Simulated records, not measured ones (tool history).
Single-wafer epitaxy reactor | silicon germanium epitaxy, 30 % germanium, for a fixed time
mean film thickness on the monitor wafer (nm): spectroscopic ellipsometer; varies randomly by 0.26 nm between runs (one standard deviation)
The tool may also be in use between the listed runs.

run  hour  wafer temperature setpoint (pyrometer-controlled) (deg C)  chamber pressure (Pa)  mean film thickness on the monitor wafer (nm)
  1   0.0                                                        585                   3400                                         45.055
  2   0.9                                                        585                   3920                                         48.180
  3   9.3                                                        585                   4213                                         50.292
  4  17.9                                                        585                   4426                                         51.197
  5  21.0                                                        587                   4440                                         53.065
  6  23.3                                                        587                   4120                                         51.015
  7  25.3                                                        589                   4133                                         52.612

Estimate the outcome of run 8 from the log above:
  8  31.3                                                        590                   4146                                              ?

{"run 8": {"mean film thickness on the monitor wafer (nm)": 54.525}}
